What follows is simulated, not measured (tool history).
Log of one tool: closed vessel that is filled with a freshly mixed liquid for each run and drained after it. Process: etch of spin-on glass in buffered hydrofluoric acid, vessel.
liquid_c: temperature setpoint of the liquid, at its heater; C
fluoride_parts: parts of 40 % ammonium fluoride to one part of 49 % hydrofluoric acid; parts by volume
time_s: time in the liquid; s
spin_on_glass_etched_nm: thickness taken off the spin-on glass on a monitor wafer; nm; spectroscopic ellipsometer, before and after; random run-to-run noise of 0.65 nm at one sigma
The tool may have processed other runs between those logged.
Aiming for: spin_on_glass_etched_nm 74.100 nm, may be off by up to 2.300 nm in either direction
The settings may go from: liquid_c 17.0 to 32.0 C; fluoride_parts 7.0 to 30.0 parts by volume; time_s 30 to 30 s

run,day,liquid_c,fluoride_parts,time_s,spin_on_glass_etched_nm
1,0.000,25.0,20.0,30,54.996
2,0.208,28.5,20.0,30,66.987
3,0.325,29.0,20.0,30,68.894
4,0.562,29.0,20.0,30,69.166
5,0.621,29.0,26.0,30,57.477
6,0.912,29.0,30.0,30,52.014
7,1.212,30.0,28.0,30,56.716
8,1.329,30.5,26.0,30,62.850
9,1.400,31.0,25.0,30,66.812
10,1.475,31.5,24.5,30,67.860
11,1.579,31.5,23.5,30,70.163

Exactly one of the 5 candidate moves below puts every result within its allowed miss. Which one?
A,1.683,30.5,23.0,30,?
B,1.683,32.0,25.0,30,?
C,1.683,32.0,22.5,30,?
D,1.683,28.5,19.5,30,?
E,1.683,30.5,22.5,30,?

move,spin_on_glass_etched_nm
A,67.357
B,68.859
C,73.978
D,68.342
E,68.376
A: moves away from the targets compared with the last run
B: moves away from the targets compared with the last run
C: each result inside its tolerance
D: moves away from the targets compared with the last run
E: moves away from the targets compared with the last run
The move that meets every target is C.

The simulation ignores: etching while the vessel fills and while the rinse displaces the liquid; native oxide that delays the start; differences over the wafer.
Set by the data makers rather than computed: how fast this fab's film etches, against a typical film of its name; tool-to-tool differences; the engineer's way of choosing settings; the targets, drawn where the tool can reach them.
